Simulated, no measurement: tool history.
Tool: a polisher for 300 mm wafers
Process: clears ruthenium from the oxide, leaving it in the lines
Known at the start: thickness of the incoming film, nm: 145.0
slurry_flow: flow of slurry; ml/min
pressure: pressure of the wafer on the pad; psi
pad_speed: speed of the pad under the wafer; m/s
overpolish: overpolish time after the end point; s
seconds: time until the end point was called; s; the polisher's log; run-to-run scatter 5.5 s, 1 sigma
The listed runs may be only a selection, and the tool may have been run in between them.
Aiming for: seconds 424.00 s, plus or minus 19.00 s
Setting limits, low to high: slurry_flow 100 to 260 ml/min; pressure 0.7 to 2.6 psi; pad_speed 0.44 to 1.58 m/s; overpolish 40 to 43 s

run	hour	slurry_flow	pressure	pad_speed	overpolish	seconds
1	0.0	165	1.6	1.00	40	178.34
2	2.0	165	1.4	0.94	40	207.78
3	7.6	160	1.3	0.88	40	241.92
4	11.1	155	1.2	0.86	40	265.89
5	12.1	140	1.2	0.86	40	271.06
6	19.4	140	1.2	0.74	40	321.35
7	25.7	135	0.7	0.72	40	544.42
8	33.2	140	0.7	0.72	40	536.54
9	40.4	145	0.8	0.72	40	475.42
10	45.3	150	0.8	0.72	40	468.83
11	50.5	155	0.8	0.72	40	468.32
12	51.6	160	0.8	0.72	40	472.71

Which one of the following 5 next-run settings gets every result inside its allowed miss? There is exactly one.
A	52.7	195	0.9	0.62	40	?
B	52.7	135	0.9	0.74	41	?
C	52.7	150	0.9	0.52	40	?
D	52.7	150	0.8	0.70	40	?
E	52.7	145	0.7	0.72	43	?

move	seconds
A	469.09
B	420.11
C	576.82
D	485.95
E	539.30
A: gains on the last run, yet a result remains outside its allowed miss
B: meets every target
C: misses by more than the last run did
D: misses by more than the last run did
E: misses by more than the last run did
The right move is B.

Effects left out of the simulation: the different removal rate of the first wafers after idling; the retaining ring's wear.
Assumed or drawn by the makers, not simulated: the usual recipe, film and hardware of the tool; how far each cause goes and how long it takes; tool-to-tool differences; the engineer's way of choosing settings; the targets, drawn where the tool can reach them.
